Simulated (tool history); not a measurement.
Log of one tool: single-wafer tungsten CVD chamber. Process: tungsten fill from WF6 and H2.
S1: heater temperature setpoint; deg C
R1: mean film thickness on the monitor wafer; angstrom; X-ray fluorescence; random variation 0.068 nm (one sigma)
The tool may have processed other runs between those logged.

run 1 hour=0 | S1=370 chamber_pressure_(mTorr)=54100 deposition_time_(s)=12.2 | R1=248.9
run 2 hour=5.9 | S1=366 chamber_pressure_(mTorr)=54100 deposition_time_(s)=12.2 | R1=227.13
run 3 hour=14 | S1=369 chamber_pressure_(mTorr)=54100 deposition_time_(s)=12.2 | R1=244.33
run 4 hour=15.9 | S1=369 chamber_pressure_(mTorr)=54100 deposition_time_(s)=12.6 | R1=251.15
run 5 hour=21.1 | S1=369 chamber_pressure_(mTorr)=54100 deposition_time_(s)=12.6 | R1=250.69
run 6 hour=22.2 | S1=369 chamber_pressure_(mTorr)=62700 deposition_time_(s)=12.6 | R1=263.35
run 7 hour=25.3 | S1=370 chamber_pressure_(mTorr)=62700 deposition_time_(s)=12.6 | R1=269.22

What does the tool deliver on the next run?
run 8 hour=33.2 | S1=371 chamber_pressure_(mTorr)=62700 deposition_time_(s)=12.6 | R1=?

Logged for run 8: R1 274.85 angstrom.
